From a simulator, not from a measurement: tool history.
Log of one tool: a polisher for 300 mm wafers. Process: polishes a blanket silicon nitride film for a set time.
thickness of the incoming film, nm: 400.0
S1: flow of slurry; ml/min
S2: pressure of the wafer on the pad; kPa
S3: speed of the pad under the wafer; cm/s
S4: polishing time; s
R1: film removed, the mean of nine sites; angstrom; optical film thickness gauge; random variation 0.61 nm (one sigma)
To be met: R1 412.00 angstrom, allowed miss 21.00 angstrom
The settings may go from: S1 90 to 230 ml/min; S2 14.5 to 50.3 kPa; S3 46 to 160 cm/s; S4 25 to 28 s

run 1 day=0.000 | S1=150 S2=32.4 S3=102 S4=28 | R1=568.81
run 2 day=0.371 | S1=150 S2=26.2 S3=102 S4=28 | R1=476.86
run 3 day=0.704 | S1=170 S2=26.2 S3=102 S4=28 | R1=469.05
run 4 day=1.000 | S1=170 S2=25.5 S3=102 S4=28 | R1=454.84
run 5 day=1.050 | S1=170 S2=24.1 S3=102 S4=28 | R1=436.80
run 6 day=1.288 | S1=170 S2=16.5 S3=102 S4=28 | R1=304.57
run 7 day=1.608 | S1=170 S2=17.2 S3=102 S4=28 | R1=315.59
run 8 day=1.667 | S1=170 S2=17.9 S3=102 S4=28 | R1=335.21
run 9 day=1.758 | S1=170 S2=18.6 S3=102 S4=28 | R1=341.15
run 10 day=1.792 | S1=170 S2=19.3 S3=102 S4=28 | R1=346.04
run 11 day=1.867 | S1=170 S2=20.0 S3=102 S4=28 | R1=363.36
run 12 day=1.929 | S1=170 S2=21.4 S3=102 S4=28 | R1=391.31

Which of these 5 next moves meets every target?
run A day=1.992 | S1=145 S2=20.0 S3=110 S4=27 | R1=?
run B day=1.992 | S1=180 S2=17.2 S3=120 S4=28 | R1=?
run C day=1.992 | S1=160 S2=21.4 S3=108 S4=25 | R1=?
run D day=1.992 | S1=165 S2=21.4 S3=96 S4=28 | R1=?
run E day=1.992 | S1=160 S2=21.4 S3=110 S4=28 | R1=?

move=A R1=357.83
move=B R1=355.08
move=C R1=352.38
move=D R1=360.56
move=E R1=400.50
A: further off than the last run
B: further off than the last run
C: further off than the last run
D: further off than the last run
E: meets every target
The right move is E.
